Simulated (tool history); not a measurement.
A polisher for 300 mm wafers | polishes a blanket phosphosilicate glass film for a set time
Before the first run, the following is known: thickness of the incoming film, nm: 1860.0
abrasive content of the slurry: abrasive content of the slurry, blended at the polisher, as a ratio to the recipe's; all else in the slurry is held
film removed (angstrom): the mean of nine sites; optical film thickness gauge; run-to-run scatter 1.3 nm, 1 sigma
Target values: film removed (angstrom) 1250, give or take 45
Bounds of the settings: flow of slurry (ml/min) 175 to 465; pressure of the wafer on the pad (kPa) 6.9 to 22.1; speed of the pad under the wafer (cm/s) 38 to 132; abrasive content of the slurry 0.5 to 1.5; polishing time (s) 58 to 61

run,day,flow of slurry (ml/min),pressure of the wafer on the pad (kPa),speed of the pad under the wafer (cm/s),abrasive content of the slurry,polishing time (s),film removed (angstrom)
1,0,295,14.5,84,1,58,2893.5
2,0.3,295,14.5,84,1.2,58,3029.3
3,0.542,290,12.4,72,1.2,58,2350.7
4,0.879,290,12.4,72,1.05,58,2256.8
5,1.146,290,11,66,1.05,58,1920.1
6,1.254,290,11,74,1.05,58,2082.7
7,1.529,290,9.7,68,1.05,58,1756.1
8,1.704,290,9,64,1.05,58,1566.2
9,2.025,290,8.3,62,1.05,58,1432.5
10,2.3,290,8.3,62,1.05,58,1451.6
11,2.554,290,7.6,60,1.05,58,1313.1

4 candidate next runs follow, results not yet known. Just one meets every target within its allowed miss. Identify it.
A,2.808,295,9.7,48,1.1,59,?
B,2.808,300,8.3,50,1.05,60,?
C,2.808,350,9.7,48,1.1,61,?
D,2.808,270,7.6,64,1,58,?

move,film removed (angstrom)
A,1365.8
B,1250
C,1434.3
D,1338.2
A: further off than the last run
B: every result within its allowed miss
C: further off than the last run
D: further off than the last run
The right move is B.
